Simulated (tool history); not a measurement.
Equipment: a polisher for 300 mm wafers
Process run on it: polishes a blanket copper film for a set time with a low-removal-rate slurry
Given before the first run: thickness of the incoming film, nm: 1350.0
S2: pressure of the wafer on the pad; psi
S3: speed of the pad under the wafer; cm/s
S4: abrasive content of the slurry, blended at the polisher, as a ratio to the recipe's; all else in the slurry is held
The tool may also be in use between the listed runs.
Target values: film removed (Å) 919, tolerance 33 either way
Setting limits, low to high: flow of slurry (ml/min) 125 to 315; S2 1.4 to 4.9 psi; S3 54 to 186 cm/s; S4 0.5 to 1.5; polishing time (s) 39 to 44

run 1 hour=0 | flow_of_slurry_(ml/min)=205 S2=3.1 S3=118 S4=1 polishing_time_(s)=44 | film_removed_(Å)=1346.3
run 2 hour=8.5 | flow_of_slurry_(ml/min)=205 S2=3.1 S3=136 S4=1 polishing_time_(s)=44 | film_removed_(Å)=1574.1
run 3 hour=12.9 | flow_of_slurry_(ml/min)=205 S2=3.1 S3=158 S4=1 polishing_time_(s)=44 | film_removed_(Å)=1798
run 4 hour=13.9 | flow_of_slurry_(ml/min)=205 S2=3.1 S3=178 S4=1 polishing_time_(s)=44 | film_removed_(Å)=1972.5
run 5 hour=15.9 | flow_of_slurry_(ml/min)=205 S2=2.8 S3=172 S4=1 polishing_time_(s)=44 | film_removed_(Å)=1721.9
run 6 hour=22.1 | flow_of_slurry_(ml/min)=205 S2=2.8 S3=172 S4=1 polishing_time_(s)=44 | film_removed_(Å)=1746.6
run 7 hour=24.8 | flow_of_slurry_(ml/min)=205 S2=2.6 S3=168 S4=1 polishing_time_(s)=44 | film_removed_(Å)=1594.5
run 8 hour=25.8 | flow_of_slurry_(ml/min)=205 S2=2.4 S3=164 S4=1 polishing_time_(s)=44 | film_removed_(Å)=1411.1
run 9 hour=30.4 | flow_of_slurry_(ml/min)=205 S2=2.2 S3=162 S4=1 polishing_time_(s)=44 | film_removed_(Å)=1287.3
run 10 hour=32.4 | flow_of_slurry_(ml/min)=205 S2=2.1 S3=162 S4=1 polishing_time_(s)=44 | film_removed_(Å)=1262.9
run 11 hour=37 | flow_of_slurry_(ml/min)=200 S2=1.4 S3=148 S4=1 polishing_time_(s)=44 | film_removed_(Å)=765.28
run 12 hour=42.1 | flow_of_slurry_(ml/min)=230 S2=1.8 S3=148 S4=1 polishing_time_(s)=44 | film_removed_(Å)=1000
run 13 hour=47.4 | flow_of_slurry_(ml/min)=230 S2=1.8 S3=148 S4=1 polishing_time_(s)=44 | film_removed_(Å)=1014.1
run 14 hour=51.2 | flow_of_slurry_(ml/min)=225 S2=1.8 S3=148 S4=1 polishing_time_(s)=44 | film_removed_(Å)=989.64
run 15 hour=53.4 | flow_of_slurry_(ml/min)=220 S2=1.8 S3=148 S4=1 polishing_time_(s)=44 | film_removed_(Å)=988.96

4 candidate next runs follow, results not yet known. Just one meets every target within its allowed miss. Identify it.
run A hour=55.6 | flow_of_slurry_(ml/min)=265 S2=1.7 S3=160 S4=1.1 polishing_time_(s)=44 | film_removed_(Å)=?
run B hour=55.6 | flow_of_slurry_(ml/min)=315 S2=2 S3=148 S4=0.5 polishing_time_(s)=43 | film_removed_(Å)=?
run C hour=55.6 | flow_of_slurry_(ml/min)=210 S2=1.8 S3=160 S4=1.05 polishing_time_(s)=40 | film_removed_(Å)=?
run D hour=55.6 | flow_of_slurry_(ml/min)=225 S2=1.8 S3=144 S4=1.05 polishing_time_(s)=42 | film_removed_(Å)=?

move=A film_removed_(Å)=1033.2
move=B film_removed_(Å)=1015.2
move=C film_removed_(Å)=968.4
move=D film_removed_(Å)=926.95
A: moves away from the targets compared with the last run
B: moves away from the targets compared with the last run
C: gains on the last run, yet a result remains outside its allowed miss
D: every result lands within tolerance
Answer: D

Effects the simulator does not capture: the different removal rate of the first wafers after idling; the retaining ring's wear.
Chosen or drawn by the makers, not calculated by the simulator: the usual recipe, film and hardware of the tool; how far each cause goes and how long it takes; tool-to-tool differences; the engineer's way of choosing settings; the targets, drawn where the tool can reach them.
